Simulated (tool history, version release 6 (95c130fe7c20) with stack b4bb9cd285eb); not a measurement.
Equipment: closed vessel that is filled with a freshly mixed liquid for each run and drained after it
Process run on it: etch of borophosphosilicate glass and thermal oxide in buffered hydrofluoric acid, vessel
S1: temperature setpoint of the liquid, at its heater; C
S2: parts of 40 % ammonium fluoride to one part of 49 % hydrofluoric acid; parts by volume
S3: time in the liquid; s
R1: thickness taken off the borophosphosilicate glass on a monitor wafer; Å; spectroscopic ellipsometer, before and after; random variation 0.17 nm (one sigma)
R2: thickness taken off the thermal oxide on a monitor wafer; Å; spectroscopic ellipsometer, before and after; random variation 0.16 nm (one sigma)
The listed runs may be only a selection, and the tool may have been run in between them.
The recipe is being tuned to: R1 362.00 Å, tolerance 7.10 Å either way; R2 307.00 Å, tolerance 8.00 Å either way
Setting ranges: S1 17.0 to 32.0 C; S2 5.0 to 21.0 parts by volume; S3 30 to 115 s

Run 1, hour 0.0: S1 24.0 C, S2 13.0 parts by volume, S3 60 s. Result: R1 652.71 Å, R2 553.79 Å.
Run 2, hour 7.3: S1 22.0 C, S2 14.0 parts by volume, S3 60 s. Result: R1 546.89 Å, R2 463.43 Å.
Run 3, hour 9.7: S1 22.0 C, S2 14.0 parts by volume, S3 70 s. Result: R1 638.12 Å, R2 537.08 Å.
Run 4, hour 18.4: S1 22.0 C, S2 15.5 parts by volume, S3 70 s. Result: R1 575.21 Å, R2 483.55 Å.
Run 5, hour 26.6: S1 22.0 C, S2 15.5 parts by volume, S3 90 s. Result: R1 735.36 Å, R2 632.63 Å.
Run 6, hour 29.7: S1 22.0 C, S2 12.5 parts by volume, S3 90 s. Result: R1 915.84 Å, R2 770.93 Å.
Run 7, hour 32.7: S1 20.5 C, S2 15.0 parts by volume, S3 90 s. Result: R1 700.59 Å, R2 594.74 Å.
Run 8, hour 38.9: S1 19.5 C, S2 16.5 parts by volume, S3 90 s. Result: R1 604.97 Å, R2 513.47 Å.
Run 9, hour 43.6: S1 19.0 C, S2 18.0 parts by volume, S3 90 s. Result: R1 539.56 Å, R2 453.32 Å.
Run 10, hour 52.0: S1 18.5 C, S2 19.0 parts by volume, S3 90 s. Result: R1 494.48 Å, R2 419.53 Å.
Run 11, hour 57.9: S1 18.0 C, S2 19.5 parts by volume, S3 90 s. Result: R1 471.97 Å, R2 397.38 Å.
Run 12, hour 66.0: S1 17.5 C, S2 20.0 parts by volume, S3 85 s. Result: R1 420.05 Å, R2 357.95 Å.
Run 13, hour 68.1: S1 17.5 C, S2 20.5 parts by volume, S3 85 s. Result: R1 417.04 Å, R2 351.70 Å.
Run 14, hour 71.3: S1 17.0 C, S2 21.0 parts by volume, S3 80 s. Result: R1 373.56 Å, R2 316.51 Å.

Of the 4 settings listed for the next run, only one would bring every result within its allowed miss of target. Which one?
Run A, hour 74.5: S1 25.0 C, S2 21.0 parts by volume, S3 50 s. Result: R1 ?, R2 ?.
Run B, hour 74.5: S1 26.5 C, S2 21.0 parts by volume, S3 50 s. Result: R1 ?, R2 ?.
Run C, hour 74.5: S1 19.5 C, S2 21.0 parts by volume, S3 70 s. Result: R1 ?, R2 ?.
Run D, hour 74.5: S1 18.5 C, S2 21.0 parts by volume, S3 75 s. Result: R1 ?, R2 ?.

move      R1      R2
   A  366.27  308.12
   B  396.99  334.21
   C  379.30  318.10
   D  384.30  322.09
A: every result lands within tolerance
B: its largest miss is bigger than the last run's
C: its largest miss is bigger than the last run's
D: its largest miss is bigger than the last run's
So the answer is move A, the one that meets all the targets.
